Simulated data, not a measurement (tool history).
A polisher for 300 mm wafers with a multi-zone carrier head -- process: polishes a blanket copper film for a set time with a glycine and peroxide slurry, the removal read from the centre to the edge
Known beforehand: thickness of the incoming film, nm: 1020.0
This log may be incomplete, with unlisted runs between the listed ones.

run  hour  flow of slurry (ml/min)  pressure of the head's centre zone  pressure of the head's middle zone  pressure of the head's edge zone  polishing time (s)  film removed at the wafer's centre (angstrom)  film removed at mid-radius (angstrom)  film removed at the wafer's edge (angstrom)
  1     0                      155                                   1                                   1                                 1                  56                                         2686.9                                 2657.1                                       2713.9
  2     9                      155                                   1                                   1                                 1                  47                                         2217.5                                 2248.8                                       2240.6
  3  17.8                      155                                   1                                   1                                 1                  33                                         1607.7                                 1529.2                                       1561.6
  4    24                      155                                   1                                   1                              1.03                  33                                           1557                                 1518.6                                         1632
  5  25.9                      135                                   1                                   1                              1.03                  33                                         1495.6                                 1475.4                                       1555.3
  6  26.6                      170                                1.05                                   1                              1.06                  40                                         2029.8                                 1894.4                                         2026
  7  35.3                      190                                1.09                                   1                               1.1                  43                                         2323.6                                 2069.6                                       2199.2

Forecast run 8:
  8    38                      195                                 1.1                                0.98                              1.13                  47                                              ?                                      ?                                            ?

Run 8 produced film removed at the wafer's centre (angstrom) 2564.9, film removed at mid-radius (angstrom) 2198.3, film removed at the wafer's edge (angstrom) 2432.2.
